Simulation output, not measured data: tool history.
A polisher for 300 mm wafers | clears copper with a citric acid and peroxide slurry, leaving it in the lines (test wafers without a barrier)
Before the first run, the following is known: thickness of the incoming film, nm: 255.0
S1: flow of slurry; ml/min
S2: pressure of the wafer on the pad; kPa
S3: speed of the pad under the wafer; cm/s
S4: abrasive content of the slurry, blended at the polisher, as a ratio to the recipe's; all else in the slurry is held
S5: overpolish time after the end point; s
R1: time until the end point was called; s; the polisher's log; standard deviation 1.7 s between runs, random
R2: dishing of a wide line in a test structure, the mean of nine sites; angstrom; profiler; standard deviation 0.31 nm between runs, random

run 1 day=0.000 | S1=305 S2=25.5 S3=134 S4=1.0 S5=16 | R1=56.423 R2=448.06
run 2 day=0.283 | S1=305 S2=22.8 S3=130 S4=1.0 S5=14 | R1=66.794 R2=346.89
run 3 day=0.429 | S1=305 S2=22.8 S3=144 S4=1.0 S5=14 | R1=59.048 R2=366.19
run 4 day=0.492 | S1=305 S2=20.7 S3=140 S4=1.0 S5=12 | R1=66.715 R2=300.25
run 5 day=0.617 | S1=300 S2=18.6 S3=138 S4=1.0 S5=11 | R1=76.578 R2=244.22
run 6 day=0.942 | S1=300 S2=18.6 S3=138 S4=1.0 S5=6 | R1=74.925 R2=141.60
run 7 day=1.167 | S1=300 S2=17.2 S3=138 S4=1.0 S5=6 | R1=79.561 R2=128.44
run 8 day=1.438 | S1=300 S2=15.9 S3=138 S4=1.0 S5=7 | R1=91.047 R2=139.63
run 9 day=1.750 | S1=300 S2=15.2 S3=138 S4=1.0 S5=7 | R1=90.391 R2=137.79

Run 10 is up next; what results do you expect?
run 10 day=1.838 | S1=300 S2=14.5 S3=138 S4=1.0 S5=7 | R1=? R2=?

Run 10 yielded R1 96.061 s, R2 130.97 angstrom.
